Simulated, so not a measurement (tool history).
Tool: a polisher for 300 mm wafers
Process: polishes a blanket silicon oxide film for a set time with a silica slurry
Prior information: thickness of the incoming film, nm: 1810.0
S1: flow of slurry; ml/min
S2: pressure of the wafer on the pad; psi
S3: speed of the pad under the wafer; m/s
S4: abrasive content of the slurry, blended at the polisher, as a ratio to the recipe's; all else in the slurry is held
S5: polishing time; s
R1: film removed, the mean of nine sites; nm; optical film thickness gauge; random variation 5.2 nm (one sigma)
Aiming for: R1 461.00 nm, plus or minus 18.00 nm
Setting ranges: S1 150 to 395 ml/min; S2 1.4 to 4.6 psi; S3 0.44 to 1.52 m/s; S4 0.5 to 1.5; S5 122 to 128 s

run  hour   S1   S2    S3   S4   S5      R1
  1   0.0  250  3.0  0.98  1.0  122  218.33
  2   3.1  250  3.0  0.82  1.0  122  190.15
  3   5.4  250  3.0  0.70  1.0  122  162.75
  4  11.2  250  3.0  0.70  1.1  122  177.62
  5  13.1  200  3.0  0.70  1.1  122  172.28
     21.6  -- slurry blender recalibrated
  6  21.6  200  3.5  0.82  1.1  122  268.28
  7  27.5  200  3.8  0.82  1.1  122  281.43
  8  33.1  200  4.0  0.86  1.1  122  306.68
  9  35.3  195  4.2  0.92  1.1  122  332.82
 10  37.2  190  4.3  0.98  1.1  122  354.37
 11  40.9  190  4.4  1.06  1.1  122  389.36
 12  49.9  190  4.5  1.10  1.1  122  394.56
 13  50.9  190  4.5  1.16  1.1  122  411.06
 14  59.3  190  4.5  1.20  1.1  122  427.84
 15  65.1  190  4.5  1.22  1.1  122  439.13

Consider the 4 candidate settings below. Which is the only one whose results all fall within their allowed miss of target?
  A  70.9  215  4.3  1.14  1.1  123   ?
  B  70.9  195  4.6  1.32  1.1  128   ?
  C  70.9  215  3.8  1.24  1.4  126   ?
  D  70.9  245  4.6  0.96  1.3  128   ?

move      R1
   A  418.47
   B  509.20
   C  460.37
   D  437.38
A: its largest miss is bigger than the last run's
B: takes the result that was furthest off past its target
C: every result lands within tolerance
D: its largest miss is bigger than the last run's
C meets every target.
